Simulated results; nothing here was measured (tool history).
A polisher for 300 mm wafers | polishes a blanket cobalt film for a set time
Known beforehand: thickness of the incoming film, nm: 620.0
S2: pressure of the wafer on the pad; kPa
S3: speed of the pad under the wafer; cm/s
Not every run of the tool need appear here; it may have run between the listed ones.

{"run": 1, "hour": 0.0, "flow of slurry (ml/min)": 195, "S2": 10.3, "S3": 110, "polishing time (s)": 77, "film removed (angstrom)": 2870.8}
{"run": 2, "hour": 6.8, "flow of slurry (ml/min)": 200, "S2": 11.0, "S3": 110, "polishing time (s)": 77, "film removed (angstrom)": 3045.6}
{"run": 3, "hour": 11.0, "flow of slurry (ml/min)": 205, "S2": 11.7, "S3": 110, "polishing time (s)": 77, "film removed (angstrom)": 3249.9}
{"run": 4, "hour": 17.0, "flow of slurry (ml/min)": 205, "S2": 11.7, "S3": 110, "polishing time (s)": 80, "film removed (angstrom)": 3367.9}
{"run": 5, "hour": 22.7, "flow of slurry (ml/min)": 205, "S2": 11.7, "S3": 110, "polishing time (s)": 77, "film removed (angstrom)": 3239.5}
{"run": 6, "hour": 28.4, "flow of slurry (ml/min)": 205, "S2": 9.7, "S3": 110, "polishing time (s)": 77, "film removed (angstrom)": 2694.1}
{"run": 7, "hour": 31.3, "flow of slurry (ml/min)": 205, "S2": 11.0, "S3": 110, "polishing time (s)": 77, "film removed (angstrom)": 3047.6}
{"run": 8, "hour": 40.1, "flow of slurry (ml/min)": 205, "S2": 11.7, "S3": 110, "polishing time (s)": 77, "film removed (angstrom)": 3234.3}
{"run": 9, "hour": 44.8, "flow of slurry (ml/min)": 205, "S2": 12.4, "S3": 110, "polishing time (s)": 77, "film removed (angstrom)": 3404.7}

Forecast run 10:
{"run": 10, "hour": 52.4, "flow of slurry (ml/min)": 205, "S2": 13.1, "S3": 110, "polishing time (s)": 77, "film removed (angstrom)": "?"}

Run 10 measured film removed (angstrom) 3603.8.

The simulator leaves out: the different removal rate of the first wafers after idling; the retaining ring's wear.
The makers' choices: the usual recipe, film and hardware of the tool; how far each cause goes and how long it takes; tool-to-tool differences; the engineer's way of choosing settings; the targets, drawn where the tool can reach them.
